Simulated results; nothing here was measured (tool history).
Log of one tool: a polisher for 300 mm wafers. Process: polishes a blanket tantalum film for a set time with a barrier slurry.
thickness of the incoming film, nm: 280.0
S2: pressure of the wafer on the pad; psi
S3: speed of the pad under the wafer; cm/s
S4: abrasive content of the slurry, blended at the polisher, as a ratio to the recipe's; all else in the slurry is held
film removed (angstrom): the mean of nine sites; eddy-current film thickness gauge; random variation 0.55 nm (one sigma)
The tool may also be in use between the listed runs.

Run 1, hour 0: flow of slurry (ml/min) 180, S2 1.4 psi, S3 92 cm/s, S4 1, polishing time (s) 100. Result: film removed (angstrom) 1070.4.
Run 2, hour 8.3: flow of slurry (ml/min) 175, S2 1.3 psi, S3 92 cm/s, S4 1, polishing time (s) 100. Result: film removed (angstrom) 1016.6.
Run 3, hour 11.2: flow of slurry (ml/min) 175, S2 1.2 psi, S3 92 cm/s, S4 1, polishing time (s) 100. Result: film removed (angstrom) 933.4.
Run 4, hour 18.3: flow of slurry (ml/min) 170, S2 1.1 psi, S3 92 cm/s, S4 1, polishing time (s) 100. Result: film removed (angstrom) 844.26.
Run 5, hour 21.1: flow of slurry (ml/min) 165, S2 1.1 psi, S3 92 cm/s, S4 1, polishing time (s) 100. Result: film removed (angstrom) 850.8.
Run 6, hour 25.6: flow of slurry (ml/min) 145, S2 1.1 psi, S3 92 cm/s, S4 1, polishing time (s) 100. Result: film removed (angstrom) 825.63.
Run 7, hour 32.9: flow of slurry (ml/min) 140, S2 1.1 psi, S3 92 cm/s, S4 1, polishing time (s) 100. Result: film removed (angstrom) 818.78.
Run 8, hour 35.6: flow of slurry (ml/min) 135, S2 1.1 psi, S3 92 cm/s, S4 1, polishing time (s) 100. Result: film removed (angstrom) 808.45.
Run 9, hour 37.9: flow of slurry (ml/min) 120, S2 1 psi, S3 92 cm/s, S4 1, polishing time (s) 100. Result: film removed (angstrom) 719.62.
Run 10, hour 39.8: flow of slurry (ml/min) 130, S2 1 psi, S3 92 cm/s, S4 1, polishing time (s) 100. Result: film removed (angstrom) 729.06.
Run 11, hour 41.9: flow of slurry (ml/min) 135, S2 1 psi, S3 92 cm/s, S4 1, polishing time (s) 100. Result: film removed (angstrom) 737.35.

Run 12 comes next. What will it give?
Run 12, hour 49.3: flow of slurry (ml/min) 135, S2 1 psi, S3 92 cm/s, S4 1, polishing time (s) 100. Result: film removed (angstrom) ?.

{"run 12": {"film removed (angstrom)": 736.86}}

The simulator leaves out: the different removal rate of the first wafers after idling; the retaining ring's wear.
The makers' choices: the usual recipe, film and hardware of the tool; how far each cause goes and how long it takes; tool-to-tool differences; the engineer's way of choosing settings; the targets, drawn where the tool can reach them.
